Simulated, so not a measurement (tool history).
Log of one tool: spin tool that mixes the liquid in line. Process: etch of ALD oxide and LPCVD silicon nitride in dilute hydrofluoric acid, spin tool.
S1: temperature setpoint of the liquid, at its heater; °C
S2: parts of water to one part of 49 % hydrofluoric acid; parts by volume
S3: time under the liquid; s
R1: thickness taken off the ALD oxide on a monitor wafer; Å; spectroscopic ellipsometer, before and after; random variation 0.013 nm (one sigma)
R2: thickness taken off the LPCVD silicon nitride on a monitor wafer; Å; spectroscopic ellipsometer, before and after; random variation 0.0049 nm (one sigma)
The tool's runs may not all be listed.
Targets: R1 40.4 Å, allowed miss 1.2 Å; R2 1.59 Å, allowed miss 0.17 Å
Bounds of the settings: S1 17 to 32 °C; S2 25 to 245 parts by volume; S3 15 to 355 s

run,day,S1,S2,S3,R1,R2
1,0,24,135,180,201.48,6.9221
2,0.025,23.5,170,150,125.54,4.3489
3,0.358,23.5,145,150,151.82,5.0801
4,0.483,23.5,100,150,231.32,7.3691
5,0.688,23.5,145,125,126.67,4.0451
6,1.004,23.5,110,125,173.16,5.7056
7,1.362,24,150,110,109.21,3.8263
8,1.438,22,205,105,66.622,2.2091
9,1.5,23,220,95,56.965,2.1397
10,1.542,23,230,90,51.168,1.8292
11,1.779,23.5,235,80,45.288,1.704
12,1.888,23.5,240,80,43.918,1.7188

5 next moves are on the table. One of them brings every result within its allowed miss. Which?
A,1.996,23,215,80,?,?
B,1.996,22.5,225,75,?,?
C,1.996,32,245,60,?,?
D,1.996,23.5,245,75,?,?
E,1.996,25.5,245,65,?,?

move,R1,R2
A,49.8,1.8806
B,43.349,1.6332
C,43.352,2.1309
D,40.465,1.5995
E,37.665,1.5689
A: further off than the last run
B: nearer than the last run, and not there yet
C: further off than the last run
D: meets every target
E: takes the result that was furthest off past its target
Move D is the one to make.

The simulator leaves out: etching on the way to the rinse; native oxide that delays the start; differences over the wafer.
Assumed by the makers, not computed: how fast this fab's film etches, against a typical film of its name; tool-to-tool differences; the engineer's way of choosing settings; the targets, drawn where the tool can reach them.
